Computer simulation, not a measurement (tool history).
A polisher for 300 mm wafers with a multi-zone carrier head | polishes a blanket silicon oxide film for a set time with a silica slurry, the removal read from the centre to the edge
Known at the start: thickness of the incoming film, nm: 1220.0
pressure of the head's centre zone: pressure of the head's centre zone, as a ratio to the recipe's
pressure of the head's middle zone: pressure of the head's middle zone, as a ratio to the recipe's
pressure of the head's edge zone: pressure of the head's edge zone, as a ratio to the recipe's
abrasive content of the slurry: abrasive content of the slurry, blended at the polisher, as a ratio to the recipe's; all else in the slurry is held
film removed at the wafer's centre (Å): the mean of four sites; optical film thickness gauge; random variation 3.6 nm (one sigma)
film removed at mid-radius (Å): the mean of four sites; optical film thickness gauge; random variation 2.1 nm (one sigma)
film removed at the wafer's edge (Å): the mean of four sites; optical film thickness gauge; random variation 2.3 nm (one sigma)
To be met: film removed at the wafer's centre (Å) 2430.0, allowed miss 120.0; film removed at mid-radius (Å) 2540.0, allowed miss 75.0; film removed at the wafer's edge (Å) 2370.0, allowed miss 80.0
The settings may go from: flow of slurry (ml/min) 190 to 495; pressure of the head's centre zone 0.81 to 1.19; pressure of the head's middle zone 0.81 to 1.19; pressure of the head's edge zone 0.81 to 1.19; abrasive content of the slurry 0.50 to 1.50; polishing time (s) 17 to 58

run  hour  flow of slurry (ml/min)  pressure of the head's centre zone  pressure of the head's middle zone  pressure of the head's edge zone  abrasive content of the slurry  polishing time (s)  film removed at the wafer's centre (Å)  film removed at mid-radius (Å)  film removed at the wafer's edge (Å)
  1   0.0                      320                                1.00                                1.00                              1.00                            1.00                  37                                  1950.7                          1882.8                                1990.4
  2   7.7                      320                                0.91                                1.00                              1.00                            1.00                  37                                  1781.7                          1879.8                                2003.1
  3  12.4                      325                                0.93                                1.02                              1.01                            1.05                  37                                  1849.4                          1950.1                                2047.1
  4  18.7                      325                                0.94                                1.03                              1.01                            1.10                  37                                  1889.1                          2031.6                                2039.0
  5  26.1                      325                                0.95                                1.03                              1.02                            1.15                  37                                  1937.8                          2056.7                                2160.0
  6  27.0                      325                                0.95                                1.08                              1.02                            1.15                  37                                  1957.3                          2166.0                                2144.6
  7  29.4                      325                                0.97                                1.09                              1.03                            1.15                  37                                  2012.5                          2158.1                                2130.6
  8  33.2                      325                                0.98                                1.10                              1.03                            1.15                  37                                  2043.0                          2207.0                                2141.4
  9  40.0                      325                                0.98                                1.10                              1.03                            1.15                  37                                  2058.8                          2197.6                                2137.5
 10  42.7                      325                                0.99                                1.11                              1.04                            1.15                  37                                  2046.6                          2194.3                                2140.9
 11  50.2                      325                                1.00                                1.12                              1.04                            1.15                  37                                  2095.0                          2225.9                                2120.4
 12  53.0                      325                                1.01                                1.13                              1.05                            1.15                  37                                  2130.6                          2200.1                                2164.4
 13  59.6                      325                                1.01                                1.14                              1.05                            1.15                  37                                  2052.9                          2258.4                                2195.4
 14  68.3                      325                                1.02                                1.15                              1.05                            1.15                  37                                  2134.3                          2252.5                                2184.5
 15  70.4                      340                                1.04                                1.17                              1.05                            1.25                  37                                  2188.9                          2389.2                                2304.3
 16  77.5                      335                                1.05                                1.17                              1.04                            1.25                  37                                  2277.5                          2443.4                                2235.0

Which of these 4 next moves meets every target?
  A  84.6                      295                                1.05                                1.17                              1.16                            1.40                  34                                       ?                               ?                                     ?
  B  84.6                      345                                0.97                                1.15                              1.09                            1.15                  39                                       ?                               ?                                     ?
  C  84.6                      320                                1.00                                1.18                              1.03                            1.30                  36                                       ?                               ?                                     ?
  D  84.6                      380                                1.06                                1.17                              1.04                            1.15                  40                                       ?                               ?                                     ?

move  film removed at the wafer's centre (Å)  film removed at mid-radius (Å)  film removed at the wafer's edge (Å)
   A                                  2119.0                          2315.7                                2281.9
   B                                  2077.9                          2424.6                                2339.5
   C                                  2083.2                          2407.1                                2214.2
   D                                  2347.8                          2537.0                                2355.4
A: further off than the last run
B: brings the result that was furthest off to its target, and leaves another outside
C: further off than the last run
D: meets every target
Answer: D

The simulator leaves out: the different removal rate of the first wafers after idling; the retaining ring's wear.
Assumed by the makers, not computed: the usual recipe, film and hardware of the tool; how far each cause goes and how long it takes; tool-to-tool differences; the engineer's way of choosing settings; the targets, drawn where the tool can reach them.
